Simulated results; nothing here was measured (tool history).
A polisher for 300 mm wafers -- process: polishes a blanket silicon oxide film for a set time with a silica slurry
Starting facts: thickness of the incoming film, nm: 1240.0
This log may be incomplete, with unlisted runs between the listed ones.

| run | hour | flow of slurry (ml/min) | pressure of the wafer on the pad (kPa) | speed of the pad under the wafer (cm/s) | abrasive content of the slurry | polishing time (s) | film removed (angstrom) |
|---|---|---|---|---|---|---|---|
| 1 | 0.0 | 240 | 37.9 | 138 | 1.00 | 40 | 2187.4 |
| 2 | 5.8 | 240 | 37.9 | 138 | 0.85 | 40 | 2015.1 |
| 3 | 13.0 | 250 | 42.1 | 138 | 0.85 | 40 | 2202.0 |
| 4 | 17.1 | 275 | 42.1 | 138 | 0.85 | 40 | 2181.2 |
| 5 | 25.3 | 275 | 42.1 | 138 | 0.85 | 36 | 1978.4 |
| 6 | 32.6 | 260 | 46.2 | 140 | 0.85 | 36 | 2117.4 |
| 7 | 35.5 | 330 | 56.5 | 148 | 0.85 | 36 | 2678.5 |

Forecast run 8:
| 8 | 41.5 | 330 | 57.2 | 152 | 0.85 | 36 | ? |

For run 8 the tool returned film removed (angstrom) 2708.1.
